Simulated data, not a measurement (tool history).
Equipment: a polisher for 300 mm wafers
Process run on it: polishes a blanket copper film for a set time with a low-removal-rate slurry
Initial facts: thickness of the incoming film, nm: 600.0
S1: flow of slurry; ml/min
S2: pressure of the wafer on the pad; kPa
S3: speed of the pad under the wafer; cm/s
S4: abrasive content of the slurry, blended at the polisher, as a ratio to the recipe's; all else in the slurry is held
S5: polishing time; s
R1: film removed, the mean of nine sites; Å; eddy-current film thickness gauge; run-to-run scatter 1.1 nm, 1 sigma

run  hour   S1    S2   S3    S4  S5      R1
  1     0  175  22.8  108     1  66  2147.9
  2     8  175  17.9  108     1  66  1703.7
  3  11.7  175  17.9  108  0.85  66  1668.9
  4  19.4  175  22.1  108  0.85  66  1992.4
  5    21  175  22.1  108  0.85  69  2121.8
  6  25.9  170  19.3  108  0.85  69  1867.2
  7  29.4  150  12.4  108  0.85  69  1212.9

What will run 8 give?
  8  37.3  160  12.4  108  0.85  69   ?

{"run 8": {"R1": 1218.8}}

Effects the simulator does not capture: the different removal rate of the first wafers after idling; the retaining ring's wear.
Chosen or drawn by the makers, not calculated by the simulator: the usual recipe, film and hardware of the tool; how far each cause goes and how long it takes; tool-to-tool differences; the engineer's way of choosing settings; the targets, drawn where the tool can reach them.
